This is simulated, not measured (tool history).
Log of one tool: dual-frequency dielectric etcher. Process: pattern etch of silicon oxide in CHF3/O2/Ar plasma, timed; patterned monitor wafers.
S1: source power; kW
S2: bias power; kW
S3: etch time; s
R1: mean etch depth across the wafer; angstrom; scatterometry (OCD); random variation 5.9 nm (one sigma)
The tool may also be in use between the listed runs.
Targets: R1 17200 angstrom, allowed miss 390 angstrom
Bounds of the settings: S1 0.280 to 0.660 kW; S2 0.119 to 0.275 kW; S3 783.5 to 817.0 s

{"run": 1, "hour": 0.0, "S1": 0.47, "S2": 0.197, "S3": 783.5, "R1": 15284}
{"run": 2, "hour": 0.8, "S1": 0.47, "S2": 0.162, "S3": 783.5, "R1": 14564}
{"run": 3, "hour": 7.4, "S1": 0.5, "S2": 0.166, "S3": 785.0, "R1": 15030}
{"run": 4, "hour": 8.3, "S1": 0.52, "S2": 0.169, "S3": 786.0, "R1": 15250}
{"hour": 12.2, "done": "bias power generator calibrated"}
{"run": 5, "hour": 12.2, "S1": 0.52, "S2": 0.139, "S3": 786.0, "R1": 14510}
{"run": 6, "hour": 14.8, "S1": 0.54, "S2": 0.147, "S3": 788.5, "R1": 14999}
{"run": 7, "hour": 23.3, "S1": 0.56, "S2": 0.153, "S3": 790.5, "R1": 15254}
{"run": 8, "hour": 24.9, "S1": 0.57, "S2": 0.161, "S3": 793.5, "R1": 15541}
{"run": 9, "hour": 27.2, "S1": 0.58, "S2": 0.168, "S3": 796.5, "R1": 15882}
{"run": 10, "hour": 31.8, "S1": 0.59, "S2": 0.173, "S3": 799.0, "R1": 15952}
{"run": 11, "hour": 34.4, "S1": 0.59, "S2": 0.179, "S3": 802.5, "R1": 16282}
{"run": 12, "hour": 36.5, "S1": 0.6, "S2": 0.183, "S3": 804.0, "R1": 16369}
{"run": 13, "hour": 44.7, "S1": 0.6, "S2": 0.187, "S3": 806.0, "R1": 16501}
{"run": 14, "hour": 51.5, "S1": 0.6, "S2": 0.19, "S3": 807.5, "R1": 16667}
{"run": 15, "hour": 52.1, "S1": 0.6, "S2": 0.192, "S3": 808.5, "R1": 16708}
{"run": 16, "hour": 52.6, "S1": 0.6, "S2": 0.194, "S3": 809.5, "R1": 16784}
{"run": 17, "hour": 55.3, "S1": 0.6, "S2": 0.196, "S3": 810.0, "R1": 16809}

5 next moves are on the table. One of them brings every result within its allowed miss. Which?
{"run": "A", "hour": 58.0, "S1": 0.62, "S2": 0.201, "S3": 814.0, "R1": "?"}
{"run": "B", "hour": 58.0, "S1": 0.62, "S2": 0.185, "S3": 789.0, "R1": "?"}
{"run": "C", "hour": 58.0, "S1": 0.55, "S2": 0.168, "S3": 817.0, "R1": "?"}
{"run": "D", "hour": 58.0, "S1": 0.57, "S2": 0.186, "S3": 806.5, "R1": "?"}
{"run": "E", "hour": 58.0, "S1": 0.6, "S2": 0.184, "S3": 796.0, "R1": "?"}

move=A R1=17156
move=B R1=16337
move=C R1=15973
move=D R1=16281
move=E R1=16293
A: meets every target
B: further off than the last run
C: further off than the last run
D: further off than the last run
E: further off than the last run
Answer: A

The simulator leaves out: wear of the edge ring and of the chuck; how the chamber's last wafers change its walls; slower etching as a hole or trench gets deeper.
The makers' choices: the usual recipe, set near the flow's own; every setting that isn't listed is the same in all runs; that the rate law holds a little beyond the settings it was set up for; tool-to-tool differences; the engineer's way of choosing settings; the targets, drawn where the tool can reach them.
